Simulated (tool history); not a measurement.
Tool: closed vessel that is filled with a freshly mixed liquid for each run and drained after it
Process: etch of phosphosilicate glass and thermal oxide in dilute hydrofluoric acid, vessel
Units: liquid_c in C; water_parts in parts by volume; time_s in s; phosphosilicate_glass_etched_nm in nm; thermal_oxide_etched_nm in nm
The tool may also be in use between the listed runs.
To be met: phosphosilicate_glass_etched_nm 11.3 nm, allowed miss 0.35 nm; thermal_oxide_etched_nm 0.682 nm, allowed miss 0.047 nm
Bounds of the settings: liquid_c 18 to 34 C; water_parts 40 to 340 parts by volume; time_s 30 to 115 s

| run | hour | liquid_c | water_parts | time_s | phosphosilicate_glass_etched_nm | thermal_oxide_etched_nm |
|---|---|---|---|---|---|---|
| 1 | 0 | 26 | 190 | 60 | 23.414 | 1.4419 |
| 2 | 6.4 | 27.5 | 190 | 60 | 24.7 | 1.4306 |
| 3 | 11.9 | 27.5 | 190 | 45 | 18.428 | 1.1346 |
| 4 | 18.2 | 27.5 | 145 | 45 | 25.518 | 1.5423 |
| 5 | 25.8 | 27 | 165 | 45 | 21.65 | 1.3077 |
| 6 | 31.5 | 27 | 165 | 35 | 16.694 | 1.0202 |
| 7 | 34.7 | 25.5 | 170 | 35 | 15.525 | 0.88935 |
| 8 | 40 | 25.5 | 180 | 35 | 14.579 | 0.85623 |
| 9 | 44.4 | 25 | 185 | 35 | 13.729 | 0.83265 |
| 10 | 45.5 | 24 | 185 | 35 | 13.052 | 0.78433 |
| 11 | 52.1 | 23.5 | 185 | 35 | 12.872 | 0.75481 |
| 12 | 56.1 | 21.5 | 200 | 35 | 10.872 | 0.65109 |

4 next moves are on the table. One of them brings every result within its allowed miss. Which?
| A | 60.1 | 23.5 | 275 | 50 | ? | ? |
| B | 60.1 | 18 | 185 | 35 | ? | ? |
| C | 60.1 | 19 | 235 | 45 | ? | ? |
| D | 60.1 | 18 | 235 | 45 | ? | ? |

| move | phosphosilicate_glass_etched_nm | thermal_oxide_etched_nm |
|---|---|---|
| A | 11.4 | 0.68022 |
| B | 10.522 | 0.62787 |
| C | 10.567 | 0.63051 |
| D | 10.168 | 0.6067 |
A: meets every target
B: further off than the last run
C: further off than the last run
D: further off than the last run
The right move is A.

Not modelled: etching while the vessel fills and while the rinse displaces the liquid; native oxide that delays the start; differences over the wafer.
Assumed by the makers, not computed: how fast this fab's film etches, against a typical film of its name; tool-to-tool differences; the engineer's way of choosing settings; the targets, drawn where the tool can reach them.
